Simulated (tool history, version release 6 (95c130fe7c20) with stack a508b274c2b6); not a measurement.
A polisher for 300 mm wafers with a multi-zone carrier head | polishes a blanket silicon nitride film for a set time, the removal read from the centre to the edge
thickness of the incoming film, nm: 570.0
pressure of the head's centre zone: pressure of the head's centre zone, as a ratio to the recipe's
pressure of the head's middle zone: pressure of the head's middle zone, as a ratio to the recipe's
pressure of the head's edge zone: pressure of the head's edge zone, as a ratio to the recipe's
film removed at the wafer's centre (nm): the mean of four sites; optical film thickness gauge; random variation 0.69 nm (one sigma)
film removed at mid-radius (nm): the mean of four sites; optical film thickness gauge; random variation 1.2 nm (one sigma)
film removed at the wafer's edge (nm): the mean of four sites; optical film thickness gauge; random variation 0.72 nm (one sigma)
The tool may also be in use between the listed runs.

run  hour  flow of slurry (ml/min)  pressure of the head's centre zone  pressure of the head's middle zone  pressure of the head's edge zone  polishing time (s)  film removed at the wafer's centre (nm)  film removed at mid-radius (nm)  film removed at the wafer's edge (nm)
  1     0                      195                                   1                                   1                                 1                  82                                   127.58                           126.76                                 125.98
  2   4.2                      195                                0.97                                   1                                 1                  82                                   123.45                           125.52                                 125.46
  3   6.1                      195                                0.94                                   1                                 1                  82                                   117.74                            125.6                                 125.53
  4    14                      155                                0.94                                   1                                 1                  82                                   113.43                           120.31                                 122.31
  5  18.8                      155                                0.91                                   1                                 1                  82                                   111.71                           117.17                                 122.86
  6  19.5                      185                                0.91                                   1                                 1                  82                                   115.43                           122.04                                 124.57
  7  22.2                      180                                 0.9                                   1                              0.99                  82                                   112.49                           121.25                                  124.5

The next listed run, before its measurement:
  8  29.7                      175                                 0.9                                   1                              0.98                  82                                        ?                                ?                                      ?

Run 8 gave film removed at the wafer's centre (nm) 110.93, film removed at mid-radius (nm) 123.87, film removed at the wafer's edge (nm) 122.84.
